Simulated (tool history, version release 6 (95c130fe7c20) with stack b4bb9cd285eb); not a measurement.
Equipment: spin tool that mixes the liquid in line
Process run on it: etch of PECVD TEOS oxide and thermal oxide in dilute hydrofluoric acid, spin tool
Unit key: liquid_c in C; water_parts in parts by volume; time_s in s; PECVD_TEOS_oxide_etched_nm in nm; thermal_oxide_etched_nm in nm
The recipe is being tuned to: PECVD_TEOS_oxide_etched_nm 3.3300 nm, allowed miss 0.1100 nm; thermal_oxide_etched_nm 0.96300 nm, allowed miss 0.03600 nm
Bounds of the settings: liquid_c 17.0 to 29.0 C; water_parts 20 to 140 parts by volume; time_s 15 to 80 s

run  hour  liquid_c  water_parts  time_s  PECVD_TEOS_oxide_etched_nm  thermal_oxide_etched_nm
  1   0.0      21.0           75      40                      8.1123                  2.34730
  2   6.2      21.0           95      40                      6.2599                  1.78170
  3  10.9      22.5           95      40                      6.5371                  1.93800
  4  19.6      22.5           65      40                     10.1420                  2.90000
  5  21.3      23.5           65      40                     10.4160                  2.99510
  6  24.2      23.5           90      40                      7.2970                  2.06310
  7  29.5      22.5          100      40                      6.2108                  1.83900
  8  38.2      21.0          105      40                      5.6219                  1.61570
  9  45.6      20.5          115      40                      5.0162                  1.42620
 10  52.3      20.5          120      40                      4.6487                  1.36340
 11  54.0      17.0          135      40                      3.6071                  1.02640
 12  59.3      17.5          140      40                      3.5308                  1.01310

Of the 4 settings listed for the next run, only one would bring every result within its allowed miss of target. Which one?
  A  64.6      17.5          130      35                           ?                        ?
  B  64.6      17.0          105      30                           ?                        ?
  C  64.6      17.0          135      40                           ?                        ?
  D  64.6      18.5          140      40                           ?                        ?

move  PECVD_TEOS_oxide_etched_nm  thermal_oxide_etched_nm
   A                      3.3088                  0.93660
   B                      3.5277                  0.99858
   C                      3.5493                  1.00470
   D                      3.6213                  1.02510
A: hits every target within its allowed miss
B: as far off as the last run
C: further off than the last run
D: further off than the last run
A is the move that brings every result within its allowed miss.
